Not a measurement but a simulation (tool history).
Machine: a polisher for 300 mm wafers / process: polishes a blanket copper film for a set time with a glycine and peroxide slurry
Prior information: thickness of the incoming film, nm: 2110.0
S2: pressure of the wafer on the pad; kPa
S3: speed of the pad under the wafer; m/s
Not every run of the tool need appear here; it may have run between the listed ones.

{"run": 1, "day": 0.0, "flow of slurry (ml/min)": 290, "S2": 20.7, "S3": 1.1, "polishing time (s)": 116, "film removed (Å)": 6074.4}
{"run": 2, "day": 0.183, "flow of slurry (ml/min)": 335, "S2": 20.7, "S3": 1.1, "polishing time (s)": 116, "film removed (Å)": 6162.3}
{"run": 3, "day": 0.475, "flow of slurry (ml/min)": 335, "S2": 20, "S3": 1.1, "polishing time (s)": 116, "film removed (Å)": 5976.3}
{"run": 4, "day": 0.662, "flow of slurry (ml/min)": 405, "S2": 20, "S3": 1.1, "polishing time (s)": 116, "film removed (Å)": 6054.7}
{"run": 5, "day": 0.979, "flow of slurry (ml/min)": 405, "S2": 22.1, "S3": 1.1, "polishing time (s)": 116, "film removed (Å)": 6576.8}
{"run": 6, "day": 1.017, "flow of slurry (ml/min)": 405, "S2": 21.4, "S3": 1.1, "polishing time (s)": 116, "film removed (Å)": 6495.1}
{"run": 7, "day": 1.262, "flow of slurry (ml/min)": 405, "S2": 20.7, "S3": 1.1, "polishing time (s)": 116, "film removed (Å)": 6231.6}
{"run": 8, "day": 1.517, "flow of slurry (ml/min)": 405, "S2": 20, "S3": 1.1, "polishing time (s)": 116, "film removed (Å)": 6090.6}
{"day": 1.55, "done": "slurry nozzle cleaned"}
{"run": 9, "day": 1.55, "flow of slurry (ml/min)": 405, "S2": 20, "S3": 1.1, "polishing time (s)": 116, "film removed (Å)": 6334.2}
{"run": 10, "day": 1.708, "flow of slurry (ml/min)": 400, "S2": 18.6, "S3": 1.08, "polishing time (s)": 116, "film removed (Å)": 5872.1}

Run 11, settings as shown, results not yet in. Your forecast:
{"run": 11, "day": 1.896, "flow of slurry (ml/min)": 400, "S2": 17.9, "S3": 1.08, "polishing time (s)": 116, "film removed (Å)": "?"}

film removed (Å): 5655.6

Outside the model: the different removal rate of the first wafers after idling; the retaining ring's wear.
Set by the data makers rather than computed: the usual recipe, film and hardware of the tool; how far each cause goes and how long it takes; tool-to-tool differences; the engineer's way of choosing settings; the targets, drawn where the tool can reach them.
